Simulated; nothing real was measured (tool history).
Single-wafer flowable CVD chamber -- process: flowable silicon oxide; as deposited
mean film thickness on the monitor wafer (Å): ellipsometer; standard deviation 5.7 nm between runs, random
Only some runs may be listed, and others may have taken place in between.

run    day  heater temperature setpoint (°C)  chamber pressure (mTorr)  RF power (W)  deposition time (s)  mean film thickness on the monitor wafer (Å)
  1  0.000                                95                      1100          1535                  546                                        5446.4
  2  0.154                                95                      1100          1695                  546                                        5632.2
  3  0.462                                91                      1100          1695                  546                                        6505.2
  4  0.562                                91                      1100          1890                  546                                        6696.9
  5  0.800                                88                      1100          1890                  546                                        7392.7
  6  0.958                                86                      1100          1890                  546                                        7952.0
  7  1.025                                84                      1100          1890                  546                                        8562.2
  8  1.392                                83                      1100          1890                  546                                        8858.7
  9  1.458                                82                      1100          1890                  546                                        9189.6
 10  1.708                                81                      1100          1890                  546                                        9489.5

Estimate the outcome of run 11 from the log above:
 11  2.038                                80                      1100          1890                  546                                             ?

Run 11 came out at mean film thickness on the monitor wafer (Å) 9649.7.
